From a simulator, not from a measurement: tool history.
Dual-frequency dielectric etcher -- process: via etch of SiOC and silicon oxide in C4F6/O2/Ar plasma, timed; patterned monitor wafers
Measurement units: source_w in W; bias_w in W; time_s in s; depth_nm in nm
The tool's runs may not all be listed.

run	day	source_w	bias_w	time_s	depth_nm
1	0.000	380	209	124.0	164.61
2	0.033	340	187	124.0	147.77
3	0.388	340	208	124.0	155.52
4	0.529	340	238	124.0	165.44
5	0.617	340	238	129.5	174.25
6	0.725	340	238	124.0	165.15
7	0.833	310	219	124.0	152.22

Run 8, settings as shown, results not yet in. Your forecast:
8	0.967	230	177	124.0	?

{"run 8": {"depth_nm": 117.64}}

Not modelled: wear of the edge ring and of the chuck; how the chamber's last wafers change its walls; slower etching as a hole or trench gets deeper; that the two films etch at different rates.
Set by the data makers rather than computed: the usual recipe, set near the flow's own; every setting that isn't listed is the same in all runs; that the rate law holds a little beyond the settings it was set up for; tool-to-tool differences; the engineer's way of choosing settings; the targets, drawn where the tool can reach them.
